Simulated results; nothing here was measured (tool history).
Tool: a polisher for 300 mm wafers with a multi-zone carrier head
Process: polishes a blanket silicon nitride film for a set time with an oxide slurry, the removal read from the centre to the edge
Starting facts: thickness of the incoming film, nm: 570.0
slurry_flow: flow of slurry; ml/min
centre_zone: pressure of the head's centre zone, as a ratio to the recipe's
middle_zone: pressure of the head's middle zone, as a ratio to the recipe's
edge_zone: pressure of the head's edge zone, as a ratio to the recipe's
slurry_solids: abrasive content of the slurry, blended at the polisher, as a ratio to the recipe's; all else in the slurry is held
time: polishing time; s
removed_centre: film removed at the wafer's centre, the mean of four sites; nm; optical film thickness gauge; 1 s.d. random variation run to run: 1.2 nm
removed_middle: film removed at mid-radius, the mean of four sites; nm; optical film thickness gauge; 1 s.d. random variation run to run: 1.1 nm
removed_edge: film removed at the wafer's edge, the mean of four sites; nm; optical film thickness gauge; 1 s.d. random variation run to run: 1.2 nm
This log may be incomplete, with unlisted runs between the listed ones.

run,day,slurry_flow,centre_zone,middle_zone,edge_zone,slurry_solids,time,removed_centre,removed_middle,removed_edge
1,0.000,255,1.00,1.00,1.00,1.00,89,67.595,68.547,69.115
2,0.171,255,1.04,1.00,1.00,1.00,89,70.964,70.433,69.671
3,0.417,250,1.00,0.99,1.05,1.15,97,80.721,83.246,85.285
4,0.521,245,0.98,0.97,1.09,1.25,100,86.149,87.432,93.553
5,0.708,245,0.96,0.96,1.12,1.30,103,87.594,91.471,99.078
6,1.012,245,0.96,0.96,1.12,1.30,115,98.785,100.900,110.500
7,1.212,245,0.94,0.95,1.14,1.35,115,96.916,103.240,113.750
8,1.462,245,0.94,0.94,1.15,1.40,115,100.260,104.900,115.670

Expected results for the next run?
9,1.496,240,0.93,0.92,1.16,1.45,116,?,?,?

{"run 9": {"removed_centre": 102.37, "removed_middle": 104.07, "removed_edge": 118.55}}
